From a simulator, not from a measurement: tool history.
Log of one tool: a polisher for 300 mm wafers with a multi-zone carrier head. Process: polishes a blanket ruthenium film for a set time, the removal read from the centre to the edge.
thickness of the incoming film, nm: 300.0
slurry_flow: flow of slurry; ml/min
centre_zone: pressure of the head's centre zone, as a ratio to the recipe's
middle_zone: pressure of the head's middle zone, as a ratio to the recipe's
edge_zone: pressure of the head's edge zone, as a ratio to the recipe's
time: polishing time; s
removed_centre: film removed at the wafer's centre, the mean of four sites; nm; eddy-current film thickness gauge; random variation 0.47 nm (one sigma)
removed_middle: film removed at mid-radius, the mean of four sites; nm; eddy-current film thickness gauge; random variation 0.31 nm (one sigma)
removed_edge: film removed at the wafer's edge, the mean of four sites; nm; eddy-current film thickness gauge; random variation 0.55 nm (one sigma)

run 1 hour=0 | slurry_flow=220 centre_zone=1 middle_zone=1 edge_zone=1 time=32 | removed_centre=27.973 removed_middle=27.977 removed_edge=28.796
run 2 hour=8.1 | slurry_flow=220 centre_zone=1 middle_zone=0.96 edge_zone=1 time=32 | removed_centre=28.296 removed_middle=27.429 removed_edge=27.993
run 3 hour=11.8 | slurry_flow=220 centre_zone=1 middle_zone=1.02 edge_zone=1 time=32 | removed_centre=29.044 removed_middle=28.745 removed_edge=28.135
run 4 hour=12.4 | slurry_flow=225 centre_zone=0.99 middle_zone=1.04 edge_zone=1.02 time=33 | removed_centre=28.234 removed_middle=29.896 removed_edge=28.416
run 5 hour=17 | slurry_flow=220 centre_zone=0.98 middle_zone=1.04 edge_zone=1.02 time=35 | removed_centre=30.222 removed_middle=31.344 removed_edge=31.122
run 6 hour=21.9 | slurry_flow=220 centre_zone=0.98 middle_zone=0.97 edge_zone=1.02 time=35 | removed_centre=30.633 removed_middle=30.094 removed_edge=31.993

The next listed run, before its measurement:
run 7 hour=29.8 | slurry_flow=225 centre_zone=0.97 middle_zone=0.99 edge_zone=1.02 time=36 | removed_centre=? removed_middle=? removed_edge=?

{"run 7": {"removed_centre": 31.549, "removed_middle": 31.546, "removed_edge": 31.682}}
